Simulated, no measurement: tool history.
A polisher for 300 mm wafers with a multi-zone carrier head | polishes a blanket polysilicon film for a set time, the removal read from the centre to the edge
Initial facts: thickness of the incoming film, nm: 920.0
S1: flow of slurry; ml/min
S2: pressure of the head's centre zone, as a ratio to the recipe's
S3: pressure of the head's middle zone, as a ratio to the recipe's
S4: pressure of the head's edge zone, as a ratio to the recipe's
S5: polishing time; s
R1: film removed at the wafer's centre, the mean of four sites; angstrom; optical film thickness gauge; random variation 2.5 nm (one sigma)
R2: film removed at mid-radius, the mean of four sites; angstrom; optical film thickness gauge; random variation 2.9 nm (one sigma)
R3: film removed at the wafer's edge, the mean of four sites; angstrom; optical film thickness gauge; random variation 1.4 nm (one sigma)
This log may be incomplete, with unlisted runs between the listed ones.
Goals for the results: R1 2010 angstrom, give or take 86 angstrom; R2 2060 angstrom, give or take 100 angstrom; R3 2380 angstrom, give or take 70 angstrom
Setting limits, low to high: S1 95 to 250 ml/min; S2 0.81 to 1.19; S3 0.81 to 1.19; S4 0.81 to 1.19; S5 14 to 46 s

run	hour	S1	S2	S3	S4	S5	R1	R2	R3
1	0	160	1	1	1	30	2942.4	2847.8	2917.8
2	2.5	160	1	0.96	1	30	2980.6	2845	2928.9
3	5.8	145	0.96	0.93	1.03	28	2625.7	2558.8	2718.3
4	11.7	135	0.93	0.9	1.05	27	2360.6	2376.7	2611.5
5	13.7	125	0.91	0.88	1.05	26	2207.1	2202.6	2465.3
# hour 14.3: worn pad replaced by a new one
6	14.3	120	0.9	0.87	1.05	26	2367.9	2410.9	2781.9
7	21.1	135	0.89	0.87	1.09	26	2468.5	2505.6	2882.2
8	26.6	125	0.89	0.86	1.07	26	2428.4	2458.5	2808.6
9	29.3	115	0.89	0.86	1.06	25	2288.3	2291.1	2661.7
10	31.5	110	0.88	0.86	1.03	24	2114.2	2178.9	2473.2

Below are 4 possible settings for the next run. Only one of them brings all results inside the allowed miss of their targets. Which is it?
A	33.7	95	1	0.81	1.08	23	?	?	?
B	33.7	95	0.93	0.91	1.1	23	?	?	?
C	33.7	100	0.81	0.91	1.03	26	?	?	?
D	33.7	95	0.98	0.98	1.04	24	?	?	?

move	R1	R2	R3
A	2161.9	1991	2333.7
B	2010.3	2118.2	2353.2
C	2019.7	2440.7	2606.2
D	2212.2	2302.3	2386.2
A: brings the result that was furthest off to its target, and leaves another outside
B: all results in spec
C: further off than the last run
D: brings the result that was furthest off to its target, and leaves another outside
The right move is B.
